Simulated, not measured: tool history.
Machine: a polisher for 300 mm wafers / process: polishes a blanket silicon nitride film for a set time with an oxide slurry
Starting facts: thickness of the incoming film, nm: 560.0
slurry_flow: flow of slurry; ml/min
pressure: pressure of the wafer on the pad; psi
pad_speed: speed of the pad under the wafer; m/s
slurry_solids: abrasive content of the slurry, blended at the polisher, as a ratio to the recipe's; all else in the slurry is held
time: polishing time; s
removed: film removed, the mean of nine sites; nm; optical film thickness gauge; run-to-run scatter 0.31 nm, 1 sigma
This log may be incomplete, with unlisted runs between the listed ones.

{"run": 1, "hour": 0.0, "slurry_flow": 235, "pressure": 2.4, "pad_speed": 1.02, "slurry_solids": 1, "time": 77, "removed": 35.898}
{"run": 2, "hour": 2.0, "slurry_flow": 235, "pressure": 2.4, "pad_speed": 0.92, "slurry_solids": 1, "time": 77, "removed": 32.657}
{"run": 3, "hour": 8.8, "slurry_flow": 235, "pressure": 2.3, "pad_speed": 0.92, "slurry_solids": 1, "time": 77, "removed": 32.111}
{"run": 4, "hour": 15.8, "slurry_flow": 235, "pressure": 2.3, "pad_speed": 0.92, "slurry_solids": 1.2, "time": 77, "removed": 34.699}
{"run": 5, "hour": 23.3, "slurry_flow": 235, "pressure": 2, "pad_speed": 0.92, "slurry_solids": 1.2, "time": 77, "removed": 30.8}
{"run": 6, "hour": 25.8, "slurry_flow": 235, "pressure": 2, "pad_speed": 0.92, "slurry_solids": 1, "time": 77, "removed": 29.614}
{"run": 7, "hour": 31.2, "slurry_flow": 235, "pressure": 1.9, "pad_speed": 0.92, "slurry_solids": 1, "time": 77, "removed": 28.256}

Run 8 is up next; what results do you expect?
{"run": 8, "hour": 34.1, "slurry_flow": 235, "pressure": 1.8, "pad_speed": 0.92, "slurry_solids": 1, "time": 77, "removed": "?"}

removed: 26.814 nm
